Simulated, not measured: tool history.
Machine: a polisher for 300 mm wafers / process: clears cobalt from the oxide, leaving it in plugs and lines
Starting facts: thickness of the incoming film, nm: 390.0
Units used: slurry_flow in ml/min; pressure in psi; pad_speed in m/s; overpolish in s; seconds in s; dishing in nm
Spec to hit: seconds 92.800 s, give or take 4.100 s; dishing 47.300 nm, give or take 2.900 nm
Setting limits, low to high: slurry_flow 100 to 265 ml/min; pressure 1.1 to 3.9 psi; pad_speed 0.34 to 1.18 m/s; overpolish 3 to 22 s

{"run": 1, "hour": 0.0, "slurry_flow": 170, "pressure": 2.5, "pad_speed": 0.76, "overpolish": 11, "seconds": 73.771, "dishing": 41.601}
{"run": 2, "hour": 6.8, "slurry_flow": 170, "pressure": 2.5, "pad_speed": 0.86, "overpolish": 11, "seconds": 67.588, "dishing": 43.704}
{"run": 3, "hour": 7.4, "slurry_flow": 170, "pressure": 2.5, "pad_speed": 0.86, "overpolish": 9, "seconds": 66.299, "dishing": 38.013}
{"run": 4, "hour": 16.0, "slurry_flow": 170, "pressure": 2.5, "pad_speed": 1.02, "overpolish": 9, "seconds": 56.481, "dishing": 43.143}
{"run": 5, "hour": 16.5, "slurry_flow": 170, "pressure": 2.5, "pad_speed": 1.18, "overpolish": 9, "seconds": 51.224, "dishing": 47.411}
{"run": 6, "hour": 23.7, "slurry_flow": 170, "pressure": 2.2, "pad_speed": 1.18, "overpolish": 10, "seconds": 56.265, "dishing": 46.864}
{"run": 7, "hour": 28.8, "slurry_flow": 165, "pressure": 2.0, "pad_speed": 1.16, "overpolish": 11, "seconds": 64.367, "dishing": 47.008}
{"run": 8, "hour": 30.8, "slurry_flow": 160, "pressure": 1.8, "pad_speed": 1.16, "overpolish": 12, "seconds": 69.194, "dishing": 45.241}
{"run": 9, "hour": 39.6, "slurry_flow": 155, "pressure": 1.7, "pad_speed": 1.16, "overpolish": 13, "seconds": 74.935, "dishing": 45.969}
{"run": 10, "hour": 46.8, "slurry_flow": 150, "pressure": 1.6, "pad_speed": 1.16, "overpolish": 14, "seconds": 79.85, "dishing": 46.183}
{"run": 11, "hour": 49.1, "slurry_flow": 145, "pressure": 1.6, "pad_speed": 1.16, "overpolish": 15, "seconds": 81.059, "dishing": 48.258}
{"run": 12, "hour": 50.9, "slurry_flow": 140, "pressure": 1.6, "pad_speed": 1.16, "overpolish": 15, "seconds": 80.278, "dishing": 48.617}
{"run": 13, "hour": 53.6, "slurry_flow": 140, "pressure": 1.5, "pad_speed": 1.16, "overpolish": 15, "seconds": 86.285, "dishing": 45.781}
{"run": 14, "hour": 61.4, "slurry_flow": 135, "pressure": 1.5, "pad_speed": 1.16, "overpolish": 15, "seconds": 86.445, "dishing": 45.922}

5 candidate next runs follow, results not yet known. Just one meets every target within its allowed miss. Identify it.
{"run": "A", "hour": 69.2, "slurry_flow": 165, "pressure": 1.6, "pad_speed": 1.06, "overpolish": 12, "seconds": "?", "dishing": "?"}
{"run": "B", "hour": 69.2, "slurry_flow": 175, "pressure": 1.5, "pad_speed": 1.04, "overpolish": 21, "seconds": "?", "dishing": "?"}
{"run": "C", "hour": 69.2, "slurry_flow": 135, "pressure": 1.5, "pad_speed": 1.18, "overpolish": 16, "seconds": "?", "dishing": "?"}
{"run": "D", "hour": 69.2, "slurry_flow": 105, "pressure": 1.5, "pad_speed": 1.16, "overpolish": 17, "seconds": "?", "dishing": "?"}
{"run": "E", "hour": 69.2, "slurry_flow": 110, "pressure": 1.7, "pad_speed": 1.12, "overpolish": 13, "seconds": "?", "dishing": "?"}

move=A seconds=86.070 dishing=39.185
move=B seconds=92.204 dishing=53.698
move=C seconds=86.303 dishing=47.445
move=D seconds=93.544 dishing=46.854
move=E seconds=84.592 dishing=41.917
A: further off than the last run
B: meets the target for the result that was furthest off, but another lies outside its allowed miss
C: neither nearer nor further off than the last run
D: meets every target
E: further off than the last run
D is the move that brings every result within its allowed miss.

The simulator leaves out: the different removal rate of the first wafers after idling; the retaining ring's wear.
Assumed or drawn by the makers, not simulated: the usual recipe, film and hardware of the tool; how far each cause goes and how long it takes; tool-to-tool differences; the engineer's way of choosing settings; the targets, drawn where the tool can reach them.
